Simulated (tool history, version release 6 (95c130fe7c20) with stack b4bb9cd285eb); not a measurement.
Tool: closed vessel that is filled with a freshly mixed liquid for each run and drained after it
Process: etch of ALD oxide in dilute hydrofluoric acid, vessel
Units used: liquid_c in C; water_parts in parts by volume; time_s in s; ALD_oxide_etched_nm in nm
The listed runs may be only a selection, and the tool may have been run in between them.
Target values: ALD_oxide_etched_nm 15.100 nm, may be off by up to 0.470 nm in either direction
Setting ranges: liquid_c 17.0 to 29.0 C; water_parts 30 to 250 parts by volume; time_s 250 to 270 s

run	hour	liquid_c	water_parts	time_s	ALD_oxide_etched_nm
1	0.0	21.0	140	250	21.573
2	1.7	21.0	165	250	17.807
3	6.8	21.0	120	250	25.592
4	15.1	24.0	120	250	28.844
5	18.0	24.0	120	270	30.722
6	26.0	22.0	140	270	23.664
7	31.5	20.5	150	270	20.754
8	40.5	19.5	155	270	19.389
9	41.7	18.5	160	270	18.111
10	44.1	18.0	165	270	16.945
11	50.3	17.5	170	270	16.012

Which of these 5 next moves meets every target?
A	56.5	18.0	160	255	?
B	56.5	19.0	175	250	?
C	56.5	24.5	195	250	?
D	56.5	19.0	205	270	?
E	56.5	18.5	175	270	?

move	ALD_oxide_etched_nm
A	16.569
B	15.231
C	16.522
D	13.640
E	16.126
A: its largest miss is bigger than the last run's
B: every result within its allowed miss
C: its largest miss is bigger than the last run's
D: the result that was furthest off in the last run now lies on the other side of its target
E: its largest miss is bigger than the last run's
Go with B: it meets all targets.

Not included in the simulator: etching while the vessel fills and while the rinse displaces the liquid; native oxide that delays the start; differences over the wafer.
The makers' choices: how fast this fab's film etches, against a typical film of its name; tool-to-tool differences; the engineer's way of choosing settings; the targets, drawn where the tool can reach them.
